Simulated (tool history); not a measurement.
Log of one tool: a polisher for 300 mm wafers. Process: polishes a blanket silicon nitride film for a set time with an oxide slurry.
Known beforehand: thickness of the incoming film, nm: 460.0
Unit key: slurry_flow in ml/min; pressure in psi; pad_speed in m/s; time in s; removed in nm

Run 1, hour 0.0: slurry_flow 205 ml/min, pressure 4.1 psi, pad_speed 0.92 m/s, slurry_solids 1.00, time 48 s. Result: removed 38.028 nm.
Run 2, hour 4.3: slurry_flow 205 ml/min, pressure 4.1 psi, pad_speed 1.10 m/s, slurry_solids 1.00, time 48 s. Result: removed 43.003 nm.
Run 3, hour 6.0: slurry_flow 180 ml/min, pressure 4.1 psi, pad_speed 1.10 m/s, slurry_solids 1.00, time 48 s. Result: removed 41.593 nm.
Run 4, hour 13.6: slurry_flow 175 ml/min, pressure 3.7 psi, pad_speed 1.04 m/s, slurry_solids 1.00, time 48 s. Result: removed 36.196 nm.
Run 5, hour 20.4: slurry_flow 175 ml/min, pressure 3.7 psi, pad_speed 1.04 m/s, slurry_solids 1.15, time 48 s. Result: removed 38.509 nm.
Run 6, hour 23.2: slurry_flow 175 ml/min, pressure 3.7 psi, pad_speed 0.90 m/s, slurry_solids 1.15, time 48 s. Result: removed 35.128 nm.
Run 7, hour 25.4: slurry_flow 170 ml/min, pressure 3.4 psi, pad_speed 0.86 m/s, slurry_solids 1.15, time 48 s. Result: removed 31.563 nm.
Run 8, hour 33.5: slurry_flow 165 ml/min, pressure 3.1 psi, pad_speed 0.82 m/s, slurry_solids 1.15, time 48 s. Result: removed 27.626 nm.
Run 9, hour 39.5: slurry_flow 160 ml/min, pressure 2.9 psi, pad_speed 0.80 m/s, slurry_solids 1.15, time 48 s. Result: removed 25.667 nm.
Run 10, hour 42.4: slurry_flow 155 ml/min, pressure 2.7 psi, pad_speed 0.78 m/s, slurry_solids 1.15, time 48 s. Result: removed 23.403 nm.
Run 11, hour 46.3: slurry_flow 150 ml/min, pressure 2.6 psi, pad_speed 0.78 m/s, slurry_solids 1.15, time 48 s. Result: removed 22.080 nm.
Run 12, hour 54.1: slurry_flow 145 ml/min, pressure 2.5 psi, pad_speed 0.78 m/s, slurry_solids 1.15, time 48 s. Result: removed 21.410 nm.
Run 13, hour 61.7: slurry_flow 140 ml/min, pressure 2.4 psi, pad_speed 0.78 m/s, slurry_solids 1.15, time 48 s. Result: removed 20.734 nm.

The next listed run, before its measurement:
Run 14, hour 67.8: slurry_flow 140 ml/min, pressure 2.4 psi, pad_speed 0.78 m/s, slurry_solids 1.15, time 48 s. Result: removed ?.

removed: 20.537 nm
